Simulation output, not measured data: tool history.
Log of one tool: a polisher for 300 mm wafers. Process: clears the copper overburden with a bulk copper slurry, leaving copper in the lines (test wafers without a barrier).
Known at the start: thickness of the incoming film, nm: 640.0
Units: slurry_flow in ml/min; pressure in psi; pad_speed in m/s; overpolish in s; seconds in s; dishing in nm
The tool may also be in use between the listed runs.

run  hour  slurry_flow  pressure  pad_speed  slurry_solids  overpolish  seconds  dishing
  1   0.0          120       3.5       1.14            1.0          17   50.129   99.185
  2   8.4          115       3.4       1.14            1.0          18   50.231  105.350
  3  12.2          115       3.2       1.14            1.0          19   53.902  101.290
  4  17.5          115       3.9       1.14            1.0          19   44.115  117.650
  5  22.7          115       3.7       1.14            1.0          20   46.468  112.080
     24.2  -- head pressure recalibrated
  6  24.2          115       3.7       1.14            0.9          20   52.885  105.050
  7  26.4          115       3.6       1.14            0.9          21   54.120  105.810
  8  31.6          115       3.5       1.14            0.9          22   56.414  108.880
  9  35.7          115       3.4       1.14            0.9          22   56.390  101.540

Run 10 comes next. What will it give?
 10  42.0          115       3.3       1.14            0.9          23        ?        ?

{"run 10": {"seconds": 59.753, "dishing": 107.4}}
